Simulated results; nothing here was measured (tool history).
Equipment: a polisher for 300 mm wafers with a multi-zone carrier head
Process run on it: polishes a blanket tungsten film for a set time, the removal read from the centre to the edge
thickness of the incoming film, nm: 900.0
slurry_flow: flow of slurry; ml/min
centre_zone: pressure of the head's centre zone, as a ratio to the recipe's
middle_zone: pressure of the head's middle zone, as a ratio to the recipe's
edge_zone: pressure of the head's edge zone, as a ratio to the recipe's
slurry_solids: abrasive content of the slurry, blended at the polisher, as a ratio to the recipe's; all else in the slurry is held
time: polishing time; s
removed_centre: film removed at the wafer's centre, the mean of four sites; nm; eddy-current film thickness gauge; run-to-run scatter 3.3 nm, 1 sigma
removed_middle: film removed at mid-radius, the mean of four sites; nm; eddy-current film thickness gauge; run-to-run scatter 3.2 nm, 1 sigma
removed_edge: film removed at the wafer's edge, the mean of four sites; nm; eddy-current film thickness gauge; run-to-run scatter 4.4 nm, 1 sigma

run,day,slurry_flow,centre_zone,middle_zone,edge_zone,slurry_solids,time,removed_centre,removed_middle,removed_edge
1,0.000,250,1.00,1.00,1.00,1.00,61,337.76,353.41,346.00
2,0.050,250,1.00,1.00,0.92,1.00,61,338.53,349.51,334.12
3,0.388,255,0.99,0.99,0.97,1.05,61,343.24,356.08,349.65
4,0.617,265,0.98,0.98,1.01,1.10,61,351.05,359.16,371.07
5,0.658,265,0.95,0.98,1.01,1.10,61,334.07,360.66,363.56
6,0.692,265,0.95,0.98,1.01,0.90,61,312.43,336.37,337.12
7,1.029,275,0.95,0.98,1.05,0.95,61,323.26,343.16,351.51

For run 8, what comes out?
8,1.058,285,0.94,0.98,1.08,1.00,61,?,?,?

{"run 8": {"removed_centre": 323.15, "removed_middle": 350.27, "removed_edge": 366.82}}

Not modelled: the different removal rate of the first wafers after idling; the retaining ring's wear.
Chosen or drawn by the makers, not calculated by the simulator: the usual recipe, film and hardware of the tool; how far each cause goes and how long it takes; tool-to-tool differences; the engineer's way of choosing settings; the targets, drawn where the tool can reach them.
